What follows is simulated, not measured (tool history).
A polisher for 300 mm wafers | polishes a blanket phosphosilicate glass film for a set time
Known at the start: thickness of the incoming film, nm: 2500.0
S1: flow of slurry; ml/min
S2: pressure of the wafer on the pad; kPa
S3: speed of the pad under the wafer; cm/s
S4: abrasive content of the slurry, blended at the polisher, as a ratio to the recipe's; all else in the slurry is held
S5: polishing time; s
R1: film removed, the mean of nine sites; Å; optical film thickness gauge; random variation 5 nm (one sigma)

| run | day | S1 | S2 | S3 | S4 | S5 | R1 |
|---|---|---|---|---|---|---|---|
| 1 | 0 | 235 | 19.3 | 100 | 1 | 92 | 6800.7 |
| 2 | 0.104 | 235 | 19.3 | 100 | 0.9 | 92 | 6460.6 |
| 3 | 0.442 | 235 | 16.5 | 98 | 0.9 | 92 | 5518.5 |
| 4 | 0.592 | 280 | 16.5 | 98 | 0.9 | 92 | 5746.7 |
| 5 | 0.933 | 235 | 16.5 | 98 | 0.9 | 92 | 5632.5 |
| 6 | 1.221 | 235 | 14.5 | 98 | 0.9 | 92 | 4863.5 |
| 7 | 1.346 | 230 | 13.8 | 98 | 0.9 | 92 | 4741.9 |

Run 8 comes next. What will it give?
| 8 | 1.438 | 225 | 13.1 | 98 | 0.9 | 92 | ? |

Run 8 gave R1 4420.1 Å.
